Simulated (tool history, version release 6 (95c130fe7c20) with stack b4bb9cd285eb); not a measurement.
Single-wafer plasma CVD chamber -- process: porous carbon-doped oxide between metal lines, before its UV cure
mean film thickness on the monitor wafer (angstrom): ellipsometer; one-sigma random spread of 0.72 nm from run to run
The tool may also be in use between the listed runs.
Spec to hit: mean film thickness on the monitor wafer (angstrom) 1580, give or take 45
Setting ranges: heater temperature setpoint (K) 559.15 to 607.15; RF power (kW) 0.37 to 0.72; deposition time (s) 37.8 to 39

run,hour,heater temperature setpoint (K),RF power (kW),deposition time (s),mean film thickness on the monitor wafer (angstrom)
1,0,583.15,0.545,37.8,2065.5
2,7,583.15,0.62,37.8,2230.1
3,11.1,576.15,0.62,37.8,2333.4
4,17.7,576.15,0.54,37.8,2096.5
5,19,581.15,0.54,37.8,2047.5
6,22.8,586.15,0.5,37.8,1898.1
7,29.6,586.15,0.5,37.8,1895.4
8,34.2,590.15,0.475,37.8,1796.3
9,39.7,593.15,0.46,37.8,1714
10,47.8,595.15,0.455,37.8,1695.1
11,49.7,597.15,0.45,37.8,1654.7
12,54.4,598.15,0.445,37.8,1641.8

Which of these 4 next moves meets every target?
A,59.1,601.15,0.455,39,?
B,59.1,597.15,0.46,38.3,?
C,59.1,599.15,0.43,37.8,?
D,59.1,598.15,0.475,37.8,?

move,mean film thickness on the monitor wafer (angstrom)
A,1703.6
B,1719.2
C,1586.7
D,1732.3
A: misses by more than the last run did
B: misses by more than the last run did
C: hits every target within its allowed miss
D: misses by more than the last run did
Move C is the one to make.
